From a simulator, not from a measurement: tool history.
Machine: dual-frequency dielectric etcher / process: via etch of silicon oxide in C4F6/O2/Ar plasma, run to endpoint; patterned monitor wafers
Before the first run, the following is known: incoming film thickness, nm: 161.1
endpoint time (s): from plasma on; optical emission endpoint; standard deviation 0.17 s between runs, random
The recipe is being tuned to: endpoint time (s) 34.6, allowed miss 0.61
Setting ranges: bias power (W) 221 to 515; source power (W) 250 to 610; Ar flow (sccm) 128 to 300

run    day  bias power (W)  source power (W)  Ar flow (sccm)  endpoint time (s)
  1      0             368               430             214             37.812
  2  0.358             368               430             185             36.879
  3  0.646             376               430             185             36.475
  4  0.754             382               430             185             36.359
  5  0.879             388               430             185             36.046
  6  1.225             348               430             185             37.171
  7  1.283             358               430             185             37.097
  8  1.388             367               430             185              36.63
  9  1.688             367               430             185             36.821
 10  1.871             375               430             185             36.484
 11  2.067             382               430             185             36.375
 12  2.258             389               430             185             36.225
 13    2.3             395               430             185             35.897
 14  2.417             400               430             185             35.432

Below are 5 possible settings for the next run. Only one of them brings all results inside the allowed miss of their targets. Which is it?
  A  2.533             468               440             224                  ?
  B  2.533             366               420             163                  ?
  C  2.533             376               450             198                  ?
  D  2.533             376               450             215                  ?
  E  2.533             395               430             206                  ?

move  endpoint time (s)
   A             34.447
   B             36.406
   C             36.191
   D              36.71
   E             36.569
A: every result within its allowed miss
B: lands further from the targets than the last run did
C: lands further from the targets than the last run did
D: lands further from the targets than the last run did
E: lands further from the targets than the last run did
Answer: A
